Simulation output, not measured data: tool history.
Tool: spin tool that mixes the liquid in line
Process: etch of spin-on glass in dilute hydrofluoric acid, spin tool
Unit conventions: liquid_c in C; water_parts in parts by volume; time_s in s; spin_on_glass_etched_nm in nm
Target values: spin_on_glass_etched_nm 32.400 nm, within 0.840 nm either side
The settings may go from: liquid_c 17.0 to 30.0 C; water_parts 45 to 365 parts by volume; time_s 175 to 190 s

run	hour	liquid_c	water_parts	time_s	spin_on_glass_etched_nm
1	0.0	22.0	205	175	41.286
2	5.3	21.0	205	175	39.160
3	8.3	20.5	205	175	38.520
4	16.6	20.0	205	175	37.612
5	22.8	19.5	205	175	36.556
6	23.5	19.5	270	175	26.352
7	30.3	20.5	270	175	27.236
8	38.4	21.0	270	175	27.818
9	38.9	21.5	270	175	29.010
10	41.3	22.0	270	175	28.891
11	50.1	22.5	270	175	29.400

Which single option among these 5 for the next run brings every result within its allowed miss of target? Just one does.
A	58.9	20.5	275	175	?
B	58.9	21.5	250	190	?
C	58.9	22.5	270	190	?
D	58.9	21.5	285	175	?
E	58.9	24.0	290	190	?

move	spin_on_glass_etched_nm
A	26.585
B	33.727
C	31.767
D	26.359
E	30.591
A: further off than the last run
B: takes the result that was furthest off past its target
C: each result inside its tolerance
D: further off than the last run
E: nearer than the last run, and not there yet
Answer: C
